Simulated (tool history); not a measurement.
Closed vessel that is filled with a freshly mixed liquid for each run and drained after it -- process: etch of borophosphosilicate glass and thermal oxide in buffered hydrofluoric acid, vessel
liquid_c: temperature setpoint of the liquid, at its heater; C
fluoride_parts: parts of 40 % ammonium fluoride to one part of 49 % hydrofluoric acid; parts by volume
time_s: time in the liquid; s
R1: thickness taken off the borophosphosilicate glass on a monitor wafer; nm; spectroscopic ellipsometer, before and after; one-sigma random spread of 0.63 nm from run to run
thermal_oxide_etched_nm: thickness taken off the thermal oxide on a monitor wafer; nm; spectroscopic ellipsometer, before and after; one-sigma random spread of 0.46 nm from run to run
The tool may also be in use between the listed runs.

Run 1, hour 0.0: liquid_c 20.0 C, fluoride_parts 11.0 parts by volume, time_s 60 s. Result: R1 87.745 nm, thermal_oxide_etched_nm 51.927 nm.
Run 2, hour 4.7: liquid_c 20.0 C, fluoride_parts 11.0 parts by volume, time_s 45 s. Result: R1 66.057 nm, thermal_oxide_etched_nm 39.095 nm.
Run 3, hour 9.2: liquid_c 17.5 C, fluoride_parts 11.0 parts by volume, time_s 45 s. Result: R1 57.677 nm, thermal_oxide_etched_nm 33.966 nm.
Run 4, hour 13.7: liquid_c 19.0 C, fluoride_parts 10.5 parts by volume, time_s 45 s. Result: R1 66.008 nm, thermal_oxide_etched_nm 38.857 nm.
Run 5, hour 20.1: liquid_c 19.0 C, fluoride_parts 12.0 parts by volume, time_s 45 s. Result: R1 57.222 nm, thermal_oxide_etched_nm 33.822 nm.
Run 6, hour 23.3: liquid_c 19.0 C, fluoride_parts 12.0 parts by volume, time_s 65 s. Result: R1 82.780 nm, thermal_oxide_etched_nm 49.044 nm.
Run 7, hour 32.0: liquid_c 20.0 C, fluoride_parts 12.0 parts by volume, time_s 65 s. Result: R1 88.125 nm, thermal_oxide_etched_nm 51.796 nm.

Run 8, settings as shown, results not yet in. Your forecast:
Run 8, hour 37.2: liquid_c 21.0 C, fluoride_parts 12.0 parts by volume, time_s 65 s. Result: R1 ?, thermal_oxide_etched_nm ?.

Run 8 produced R1 93.026 nm, thermal_oxide_etched_nm 54.541 nm.
